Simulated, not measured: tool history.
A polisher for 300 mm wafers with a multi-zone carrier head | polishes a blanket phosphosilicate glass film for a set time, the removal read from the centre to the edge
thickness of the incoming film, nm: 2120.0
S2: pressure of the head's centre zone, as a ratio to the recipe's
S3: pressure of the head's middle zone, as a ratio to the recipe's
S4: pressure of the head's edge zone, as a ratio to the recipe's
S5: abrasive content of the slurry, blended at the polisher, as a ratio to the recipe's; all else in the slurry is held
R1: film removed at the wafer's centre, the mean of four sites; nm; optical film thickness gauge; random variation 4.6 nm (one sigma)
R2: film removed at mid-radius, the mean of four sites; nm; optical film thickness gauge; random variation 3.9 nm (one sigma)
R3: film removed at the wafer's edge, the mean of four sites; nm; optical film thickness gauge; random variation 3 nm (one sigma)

{"run": 1, "hour": 0.0, "flow of slurry (ml/min)": 180, "S2": 1, "S3": 1, "S4": 1, "S5": 1, "polishing time (s)": 32, "R1": 265.26, "R2": 277, "R3": 270.09}
{"run": 2, "hour": 8.1, "flow of slurry (ml/min)": 180, "S2": 1, "S3": 1, "S4": 1, "S5": 1, "polishing time (s)": 25, "R1": 207.12, "R2": 219.34, "R3": 214.41}
{"run": 3, "hour": 13.6, "flow of slurry (ml/min)": 195, "S2": 1, "S3": 1, "S4": 1, "S5": 1, "polishing time (s)": 25, "R1": 208.27, "R2": 217.51, "R3": 217.86}
{"run": 4, "hour": 17.7, "flow of slurry (ml/min)": 195, "S2": 1, "S3": 1, "S4": 1, "S5": 1.2, "polishing time (s)": 25, "R1": 231.26, "R2": 244.75, "R3": 235.71}
{"run": 5, "hour": 26.7, "flow of slurry (ml/min)": 195, "S2": 1.06, "S3": 1, "S4": 1, "S5": 1.2, "polishing time (s)": 25, "R1": 239.22, "R2": 244.06, "R3": 237.79}
{"run": 6, "hour": 34.1, "flow of slurry (ml/min)": 200, "S2": 1.03, "S3": 0.98, "S4": 1.03, "S5": 1.25, "polishing time (s)": 26, "R1": 253.34, "R2": 246.3, "R3": 253.45}

What does the tool deliver on the next run?
{"run": 7, "hour": 36.7, "flow of slurry (ml/min)": 200, "S2": 1, "S3": 0.99, "S4": 1.05, "S5": 1.3, "polishing time (s)": 27, "R1": "?", "R2": "?", "R3": "?"}

{"run 7": {"R1": 252.32, "R2": 267.55, "R3": 270.2}}

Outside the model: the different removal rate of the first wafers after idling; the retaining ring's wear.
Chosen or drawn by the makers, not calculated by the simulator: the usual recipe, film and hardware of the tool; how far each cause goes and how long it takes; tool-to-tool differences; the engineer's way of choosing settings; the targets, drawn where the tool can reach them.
